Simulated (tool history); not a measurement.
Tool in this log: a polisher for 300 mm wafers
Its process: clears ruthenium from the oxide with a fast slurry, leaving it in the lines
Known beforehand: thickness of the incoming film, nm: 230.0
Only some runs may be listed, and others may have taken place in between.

run	hour	flow of slurry (ml/min)	pressure of the wafer on the pad (psi)	speed of the pad under the wafer (m/s)	abrasive content of the slurry	overpolish time after the end point (s)	time until the end point was called (s)	dishing of a wide line in a test structure (Å)
1	0.0	260	2.7	0.94	1.00	9	79.663	236.54
2	7.9	260	2.7	0.94	0.85	9	87.530	218.46
3	14.2	260	2.1	0.94	0.85	9	103.020	181.38
4	20.2	260	1.5	0.94	0.85	9	118.360	161.04
5	29.2	285	1.5	0.94	0.85	9	117.750	162.28
# hour 34.9: worn pad replaced by a new one
6	34.9	285	1.5	0.94	1.05	9	94.603	194.35
7	43.7	285	1.5	0.94	1.05	8	94.421	180.59

Expected results for the next run?
8	46.9	285	1.5	0.94	1.05	8	?	?

Run 8 yielded time until the end point was called (s) 92.484, dishing of a wide line in a test structure (Å) 183.01.
